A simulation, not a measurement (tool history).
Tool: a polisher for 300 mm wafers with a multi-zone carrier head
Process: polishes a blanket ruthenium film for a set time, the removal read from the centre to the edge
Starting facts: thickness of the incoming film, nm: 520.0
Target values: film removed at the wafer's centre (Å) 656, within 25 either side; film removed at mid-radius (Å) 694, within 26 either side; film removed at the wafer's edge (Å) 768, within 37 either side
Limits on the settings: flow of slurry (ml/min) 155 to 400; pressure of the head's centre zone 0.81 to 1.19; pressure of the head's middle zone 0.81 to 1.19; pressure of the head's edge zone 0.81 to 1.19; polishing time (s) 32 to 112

run  hour  flow of slurry (ml/min)  pressure of the head's centre zone  pressure of the head's middle zone  pressure of the head's edge zone  polishing time (s)  film removed at the wafer's centre (Å)  film removed at mid-radius (Å)  film removed at the wafer's edge (Å)
  1     0                      255                                   1                                   1                                 1                  72                                  1069.1                          1086.2                                  1072
  2   1.7                      200                                   1                                   1                                 1                  72                                  1053.6                          1055.6                                1064.9
  3   3.4                      200                                0.97                                0.98                                 1                  68                                  949.04                          992.11                                1002.7
  4  10.1                      155                                0.97                                0.98                                 1                  68                                   889.7                          924.15                                959.34
  5  12.9                      155                                0.97                                0.98                                 1                  59                                  779.38                           820.4                                842.85
  6  21.4                      155                                0.96                                0.96                                 1                  58                                  757.86                             779                                801.59
  7  24.6                      155                                0.94                                0.94                              1.01                  58                                  744.24                          764.02                                822.83
  8  32.7                      155                                0.92                                0.93                                 1                  57                                  719.56                          731.29                                821.49
  9  36.7                      160                                0.88                                0.96                              0.96                  52                                  628.01                          694.93                                719.23

Which single option among these 4 for the next run brings every result within its allowed miss of target? Just one does.
  A  40.7                      210                                 0.9                                1.05                              1.02                  45                                       ?                               ?                                     ?
  B  40.7                      155                                0.87                                0.87                              0.95                  56                                       ?                               ?                                     ?
  C  40.7                      160                                0.87                                1.03                              0.95                  48                                       ?                               ?                                     ?
  D  40.7                      185                                0.99                                1.05                              0.97                  46                                       ?                               ?                                     ?

move  film removed at the wafer's centre (Å)  film removed at mid-radius (Å)  film removed at the wafer's edge (Å)
   A                                  582.46                          693.28                                668.02
   B                                  655.25                          695.54                                771.96
   C                                  566.86                          691.57                                663.68
   D                                  639.75                          693.26                                655.98
A: misses by more than the last run did
B: all results land within tolerance of their targets
C: misses by more than the last run did
D: misses by more than the last run did
Go with B: it meets all targets.
